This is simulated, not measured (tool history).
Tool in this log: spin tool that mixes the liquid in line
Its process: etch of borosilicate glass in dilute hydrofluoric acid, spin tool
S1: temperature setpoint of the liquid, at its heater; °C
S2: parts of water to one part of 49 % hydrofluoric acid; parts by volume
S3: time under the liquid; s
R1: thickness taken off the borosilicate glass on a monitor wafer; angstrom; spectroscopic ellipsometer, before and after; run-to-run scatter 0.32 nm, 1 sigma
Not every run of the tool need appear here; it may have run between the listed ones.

run,day,S1,S2,S3,R1
1,0,20,225,290,299.85
2,0.025,21.5,225,290,314.49
3,0.308,22,215,290,340.82
4,0.588,22,215,310,368.64
5,0.738,22,215,290,344.44
6,0.971,22.5,210,290,359.47
7,1.046,23,205,290,376.78
8,1.362,27,135,290,724.56

What does the tool deliver on the next run?
9,1.438,26.5,135,290,?

R1: 704.35 angstrom
